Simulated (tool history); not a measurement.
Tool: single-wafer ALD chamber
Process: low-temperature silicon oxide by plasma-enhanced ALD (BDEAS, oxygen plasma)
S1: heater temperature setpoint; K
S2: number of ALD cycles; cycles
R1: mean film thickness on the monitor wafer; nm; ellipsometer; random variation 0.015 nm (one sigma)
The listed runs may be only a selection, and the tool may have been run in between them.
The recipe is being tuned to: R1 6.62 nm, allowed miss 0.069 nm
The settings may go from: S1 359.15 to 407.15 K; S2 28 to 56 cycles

run	hour	S1	S2	R1
1	0	383.15	42	5.5734
2	4.8	383.15	47	6.2236
3	7.7	381.15	47	6.2613
4	10	379.15	47	6.2684
5	17.5	378.15	47	6.2848
6	24.7	378.15	43	5.7592
7	29.4	366.15	50	6.8962
8	33.9	367.15	50	6.873
9	41	368.15	50	6.8573
10	44.6	368.15	50	6.8611
11	45.5	380.15	49	6.5231
12	48.8	379.15	49	6.5444

Exercise: of the 5 proposed moves below, exactly one satisfies all targets within the stated allowed misses. Which move is it?
A	52.1	378.15	48	?
B	52.1	391.15	49	?
C	52.1	383.15	48	?
D	52.1	387.15	50	?
E	52.1	376.15	48	?

move	R1
A	6.4263
B	6.4228
C	6.3746
D	6.597
E	6.447
A: lands further from the targets than the last run did
B: lands further from the targets than the last run did
C: lands further from the targets than the last run did
D: hits every target within its allowed miss
E: lands further from the targets than the last run did
Answer: D
